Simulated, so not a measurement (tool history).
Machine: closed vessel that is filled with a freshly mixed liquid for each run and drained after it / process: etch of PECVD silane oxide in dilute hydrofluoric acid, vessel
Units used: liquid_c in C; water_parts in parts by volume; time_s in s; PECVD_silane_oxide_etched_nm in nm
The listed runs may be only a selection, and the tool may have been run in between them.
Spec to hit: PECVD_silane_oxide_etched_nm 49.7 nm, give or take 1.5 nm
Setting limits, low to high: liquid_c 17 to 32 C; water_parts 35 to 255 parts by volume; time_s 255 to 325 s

{"run": 1, "day": 0.0, "liquid_c": 24, "water_parts": 145, "time_s": 325, "PECVD_silane_oxide_etched_nm": 30.364}
{"run": 2, "day": 0.054, "liquid_c": 25.5, "water_parts": 140, "time_s": 325, "PECVD_silane_oxide_etched_nm": 33.459}
{"run": 3, "day": 0.225, "liquid_c": 27, "water_parts": 135, "time_s": 325, "PECVD_silane_oxide_etched_nm": 36.795}
{"run": 4, "day": 0.583, "liquid_c": 27, "water_parts": 180, "time_s": 325, "PECVD_silane_oxide_etched_nm": 26.772}
{"run": 5, "day": 0.633, "liquid_c": 28, "water_parts": 165, "time_s": 325, "PECVD_silane_oxide_etched_nm": 30.519}
{"run": 6, "day": 1.0, "liquid_c": 28, "water_parts": 145, "time_s": 325, "PECVD_silane_oxide_etched_nm": 35.834}
{"run": 7, "day": 1.342, "liquid_c": 32, "water_parts": 115, "time_s": 325, "PECVD_silane_oxide_etched_nm": 54.293}
{"run": 8, "day": 1.538, "liquid_c": 31.5, "water_parts": 115, "time_s": 325, "PECVD_silane_oxide_etched_nm": 53.275}
{"run": 9, "day": 1.879, "liquid_c": 31, "water_parts": 115, "time_s": 325, "PECVD_silane_oxide_etched_nm": 51.71}

Exercise: of the 4 proposed moves below, exactly one satisfies all targets within the stated allowed misses. Which move is it?
{"run": "A", "day": 2.221, "liquid_c": 30, "water_parts": 110, "time_s": 325, "PECVD_silane_oxide_etched_nm": "?"}
{"run": "B", "day": 2.221, "liquid_c": 28, "water_parts": 105, "time_s": 315, "PECVD_silane_oxide_etched_nm": "?"}
{"run": "C", "day": 2.221, "liquid_c": 31, "water_parts": 110, "time_s": 325, "PECVD_silane_oxide_etched_nm": "?"}
{"run": "D", "day": 2.221, "liquid_c": 31, "water_parts": 90, "time_s": 260, "PECVD_silane_oxide_etched_nm": "?"}

move=A PECVD_silane_oxide_etched_nm=53.124
move=B PECVD_silane_oxide_etched_nm=50.474
move=C PECVD_silane_oxide_etched_nm=55.082
move=D PECVD_silane_oxide_etched_nm=55.524
A: misses by more than the last run did
B: each result inside its tolerance
C: misses by more than the last run did
D: misses by more than the last run did
The right move is B.
